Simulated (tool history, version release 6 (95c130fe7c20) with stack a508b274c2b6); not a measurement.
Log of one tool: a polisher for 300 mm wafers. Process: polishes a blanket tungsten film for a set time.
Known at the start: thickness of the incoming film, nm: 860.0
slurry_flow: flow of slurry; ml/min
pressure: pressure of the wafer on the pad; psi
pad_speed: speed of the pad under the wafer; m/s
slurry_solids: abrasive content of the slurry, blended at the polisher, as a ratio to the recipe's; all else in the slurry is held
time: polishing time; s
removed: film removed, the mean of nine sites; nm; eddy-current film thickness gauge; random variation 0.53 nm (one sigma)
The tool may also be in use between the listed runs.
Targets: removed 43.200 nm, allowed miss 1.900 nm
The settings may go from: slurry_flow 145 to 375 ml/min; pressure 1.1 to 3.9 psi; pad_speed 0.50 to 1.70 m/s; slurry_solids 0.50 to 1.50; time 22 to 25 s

run  hour  slurry_flow  pressure  pad_speed  slurry_solids  time  removed
  1   0.0          240       2.5       1.10           1.00    25   85.230
  2   4.8          240       2.8       1.10           1.00    25   92.689
  3   8.2          240       2.8       0.94           1.00    25   80.424
  4  12.4          240       2.8       0.94           1.00    25   80.796
  5  16.4          240       2.8       0.94           1.15    25   83.074
  6  25.3          300       2.8       0.94           1.15    25   85.593
  7  31.0          300       2.5       0.92           1.15    25   72.399
  8  37.2          300       2.3       0.92           1.15    25   67.194
  9  39.2          300       2.1       0.92           1.15    25   62.402
 10  46.4          300       2.0       0.92           1.15    25   58.777
 11  53.6          300       1.9       0.92           1.15    25   57.031
 12  55.1          300       1.8       0.92           1.15    25   54.714
 13  58.1          300       1.7       0.92           1.15    25   51.491
 14  63.0          300       1.6       0.92           1.15    25   48.937

Which of these 4 next moves meets every target?
  A  67.9          315       1.9       0.92           1.25    25        ?
  B  67.9          270       1.8       0.82           1.40    22        ?
  C  67.9          300       1.8       0.98           1.10    24        ?
  D  67.9          325       1.6       1.10           1.10    24        ?

move  removed
   A   58.422
   B   44.083
   C   55.198
   D   55.366
A: further off than the last run
B: meets every target
C: further off than the last run
D: further off than the last run
The right move is B.
